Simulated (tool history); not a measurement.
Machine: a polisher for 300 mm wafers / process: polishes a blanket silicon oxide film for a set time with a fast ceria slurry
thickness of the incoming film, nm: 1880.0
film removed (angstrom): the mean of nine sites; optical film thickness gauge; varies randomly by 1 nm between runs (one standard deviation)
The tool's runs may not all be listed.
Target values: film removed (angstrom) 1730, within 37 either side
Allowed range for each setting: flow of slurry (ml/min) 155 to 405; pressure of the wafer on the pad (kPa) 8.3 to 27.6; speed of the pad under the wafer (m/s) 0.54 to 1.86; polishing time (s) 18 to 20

run,hour,flow of slurry (ml/min),pressure of the wafer on the pad (kPa),speed of the pad under the wafer (m/s),polishing time (s),film removed (angstrom)
1,0,260,17.9,1.18,20,2973.2
2,6.5,260,17.9,1.18,18,2692.9
3,11.7,260,17.9,1.38,18,3072.7
4,17.1,260,22.1,1.38,18,3766.4
5,23.5,255,19.3,1.34,18,3204.5
6,26.7,250,16.5,1.32,18,2731.3
7,29.4,240,14.5,1.32,18,2405.8
8,34.8,230,13.1,1.32,18,2169.2
9,43.1,215,12.4,1.32,18,2048.7
10,47.4,205,11.7,1.32,18,1925.6
11,52.3,195,11.7,1.32,18,1936.7
12,58.3,190,11.7,1.32,18,1905.7
13,60.5,185,11.7,1.32,18,1933.6
14,63.2,180,11,1.32,18,1794.5
15,67.4,160,10.3,1.32,18,1681.8
16,71.4,165,10.3,1.32,18,1693.7
17,74.1,170,10.3,1.32,18,1686.5
18,82.2,180,11,1.32,18,1801.5
19,84.9,175,11,1.32,18,1801.1
20,86.8,170,11,1.32,18,1791.8
21,93.9,165,11,1.32,18,1778.3
22,98.5,160,11,1.32,18,1773.9
23,101.5,160,10.3,1.32,18,1704.5

Exercise: of the 4 proposed moves below, exactly one satisfies all targets within the stated allowed misses. Which move is it?
A,104.5,165,9.7,1.38,18,?
B,104.5,160,11,1.2,18,?
C,104.5,155,11,1.2,19,?
D,104.5,155,9.7,1.4,18,?

move,film removed (angstrom)
A,1638.4
B,1640.2
C,1726.2
D,1649.8
A: the biggest miss grows against the last run
B: the biggest miss grows against the last run
C: hits every target within its allowed miss
D: the biggest miss grows against the last run
Correct choice: C, which meets every target

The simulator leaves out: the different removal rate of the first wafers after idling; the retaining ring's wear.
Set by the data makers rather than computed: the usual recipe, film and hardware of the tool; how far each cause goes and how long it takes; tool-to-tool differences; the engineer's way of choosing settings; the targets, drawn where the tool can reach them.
